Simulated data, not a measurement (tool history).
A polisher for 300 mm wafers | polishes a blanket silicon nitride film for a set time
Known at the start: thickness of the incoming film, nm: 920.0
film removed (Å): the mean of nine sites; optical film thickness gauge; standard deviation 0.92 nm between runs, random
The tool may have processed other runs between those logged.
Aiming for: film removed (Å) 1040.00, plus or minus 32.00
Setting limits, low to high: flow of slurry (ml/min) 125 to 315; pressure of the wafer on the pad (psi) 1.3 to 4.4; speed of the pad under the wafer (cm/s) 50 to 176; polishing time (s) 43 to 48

run	hour	flow of slurry (ml/min)	pressure of the wafer on the pad (psi)	speed of the pad under the wafer (cm/s)	polishing time (s)	film removed (Å)
1	0.0	205	2.8	112	48	636.42
2	2.0	205	3.0	112	48	683.34
3	3.6	205	3.2	112	48	740.73
4	10.0	205	3.3	112	48	748.67
5	14.5	205	3.3	140	48	894.40
6	19.8	205	3.4	140	48	919.63
7	26.8	205	3.4	140	48	920.90
8	30.3	205	3.5	140	48	948.07

Which of these 5 next moves meets every target?
A	33.8	155	3.9	130	48	?
B	33.8	195	4.0	132	45	?
C	33.8	215	3.9	150	45	?
D	33.8	265	3.3	170	43	?
E	33.8	210	3.6	150	46	?

move	film removed (Å)
A	941.78
B	953.28
C	1044.60
D	961.09
E	984.24
A: its largest miss is bigger than the last run's
B: nearer the targets than the last run, but a result is still out of spec
C: all results land within tolerance of their targets
D: nearer the targets than the last run, but a result is still out of spec
E: nearer the targets than the last run, but a result is still out of spec
Move C is the one to make.
